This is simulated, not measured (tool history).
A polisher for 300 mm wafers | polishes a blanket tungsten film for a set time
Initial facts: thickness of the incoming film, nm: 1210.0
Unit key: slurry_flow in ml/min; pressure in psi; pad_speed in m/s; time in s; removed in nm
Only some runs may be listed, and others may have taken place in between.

Run 1, hour 0: slurry_flow 270 ml/min, pressure 4 psi, pad_speed 0.96 m/s, slurry_solids 1, time 48 s. Result: removed 251.32 nm.
Run 2, hour 2.3: slurry_flow 320 ml/min, pressure 4 psi, pad_speed 0.96 m/s, slurry_solids 1, time 48 s. Result: removed 255.14 nm.
Run 3, hour 7: slurry_flow 320 ml/min, pressure 4 psi, pad_speed 0.96 m/s, slurry_solids 1, time 48 s. Result: removed 264.58 nm.
Run 4, hour 13.2: slurry_flow 325 ml/min, pressure 4.2 psi, pad_speed 0.96 m/s, slurry_solids 1, time 48 s. Result: removed 263.89 nm.
Run 5, hour 18.8: slurry_flow 325 ml/min, pressure 4.5 psi, pad_speed 0.98 m/s, slurry_solids 1, time 48 s. Result: removed 281.04 nm.
Run 6, hour 26.8: slurry_flow 325 ml/min, pressure 4.5 psi, pad_speed 0.98 m/s, slurry_solids 1, time 50 s. Result: removed 293.78 nm.
Run 7, hour 35.3: slurry_flow 325 ml/min, pressure 4.7 psi, pad_speed 1 m/s, slurry_solids 1, time 50 s. Result: removed 301.79 nm.

Forecast run 8:
Run 8, hour 43.9: slurry_flow 325 ml/min, pressure 5.8 psi, pad_speed 1.04 m/s, slurry_solids 1, time 50 s. Result: removed ?.

Logged for run 8: removed 370.54 nm.

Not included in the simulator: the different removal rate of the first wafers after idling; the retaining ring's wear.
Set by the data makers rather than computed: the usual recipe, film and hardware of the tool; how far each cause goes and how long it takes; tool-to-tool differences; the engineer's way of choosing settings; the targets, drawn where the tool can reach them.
